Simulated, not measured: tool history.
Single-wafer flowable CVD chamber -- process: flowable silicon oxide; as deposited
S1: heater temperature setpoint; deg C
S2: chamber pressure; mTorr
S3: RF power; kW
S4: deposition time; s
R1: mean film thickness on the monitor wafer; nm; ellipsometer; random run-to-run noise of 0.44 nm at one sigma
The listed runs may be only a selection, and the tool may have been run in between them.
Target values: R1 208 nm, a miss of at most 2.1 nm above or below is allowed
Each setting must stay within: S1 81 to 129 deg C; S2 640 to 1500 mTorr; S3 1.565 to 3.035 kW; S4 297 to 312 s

run  hour   S1    S2   S3   S4      R1
  1     0  105  1070  2.3  312     278
  2   6.9  112  1070  2.3  312  227.62
  3  14.1  113  1070  2.3  312  221.14
  4  19.7  104  1070  2.3  312  285.36
  5  21.1  104   960  2.3  312  255.01
  6  26.2  106   960  2.3  312  241.47
     30.2  -- RF generator calibrated
  7  30.2  107   960  2.3  312  236.68
  8  38.2  112   960  2.3  312  205.16
  9  45.9  111   960  2.3  312  210.92

Pick the move, out of 5, that brings all results within their allowed miss; only one does.
  A  53.6  110  900  2.495  310   ?
  B  53.6  103  760  2.465  308   ?
  C  53.6  111  940   2.12  312   ?
  D  53.6  109  920    2.3  297   ?
  E  53.6  112  980  2.685  297   ?

move      R1
   A  203.23
   B  206.87
   C  202.85
   D   202.6
   E  202.93
A: carries the result that was furthest off beyond its target, to the other side
B: hits every target within its allowed miss
C: carries the result that was furthest off beyond its target, to the other side
D: carries the result that was furthest off beyond its target, to the other side
E: carries the result that was furthest off beyond its target, to the other side
Correct choice: B, which meets every target
